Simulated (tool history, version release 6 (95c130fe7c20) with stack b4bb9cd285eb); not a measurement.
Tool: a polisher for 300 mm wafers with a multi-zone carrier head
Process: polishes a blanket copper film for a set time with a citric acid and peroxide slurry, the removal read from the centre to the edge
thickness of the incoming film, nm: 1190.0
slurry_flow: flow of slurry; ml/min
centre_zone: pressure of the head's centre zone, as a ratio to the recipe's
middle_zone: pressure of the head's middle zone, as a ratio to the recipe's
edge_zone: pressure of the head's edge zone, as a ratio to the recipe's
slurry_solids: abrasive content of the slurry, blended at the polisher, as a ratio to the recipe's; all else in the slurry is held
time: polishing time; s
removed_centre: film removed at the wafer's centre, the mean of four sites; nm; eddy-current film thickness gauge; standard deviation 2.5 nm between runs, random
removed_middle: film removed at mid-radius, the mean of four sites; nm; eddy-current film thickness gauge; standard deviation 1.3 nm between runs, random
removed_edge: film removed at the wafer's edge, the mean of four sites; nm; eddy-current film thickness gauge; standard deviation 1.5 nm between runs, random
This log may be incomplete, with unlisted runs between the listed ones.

run    day  slurry_flow  centre_zone  middle_zone  edge_zone  slurry_solids  time  removed_centre  removed_middle  removed_edge
  1      0          290            1            1          1              1    50          155.01          150.37        152.38
  2  0.279          295         1.03            1       1.03            1.1    50          162.45          154.67        157.13
  3  0.479          295         1.03            1       1.03            1.3    50             168          158.59        162.28
  4  0.567          300         1.06            1       1.06           1.35    51           174.8          164.23        170.77
  5  0.621          300         1.12            1       1.06           1.35    51          187.65          161.75         171.2
  6  0.708          365         1.12            1       1.06           1.35    51           189.3          166.84        173.01
  7  0.833          365         1.13            1       1.07            1.4    51          191.25          169.07        178.75
  8  0.908          365         1.14            1       1.07            1.4    51          199.45          166.67        176.98
  9  1.225          370         1.15         1.01       1.08            1.4    51          199.12          171.03        177.74
 10    1.5          375         1.16         1.01       1.09            1.4    51          200.56          167.56        177.27
 11  1.871          380         1.16         1.01        1.1            1.4    51          202.84          168.13        178.16
 12  2.192          380         1.16         1.01       1.11            1.4    51          196.52          170.48         176.5
 13  2.396          380         1.16            1       1.11            1.4    51          199.15          166.44        179.98

Estimate the outcome of run 14 from the log above:
 14  2.642          385         1.17            1       1.11            1.4    51               ?               ?             ?

{"run 14": {"removed_centre": 197.74, "removed_middle": 167.42, "removed_edge": 179.58}}

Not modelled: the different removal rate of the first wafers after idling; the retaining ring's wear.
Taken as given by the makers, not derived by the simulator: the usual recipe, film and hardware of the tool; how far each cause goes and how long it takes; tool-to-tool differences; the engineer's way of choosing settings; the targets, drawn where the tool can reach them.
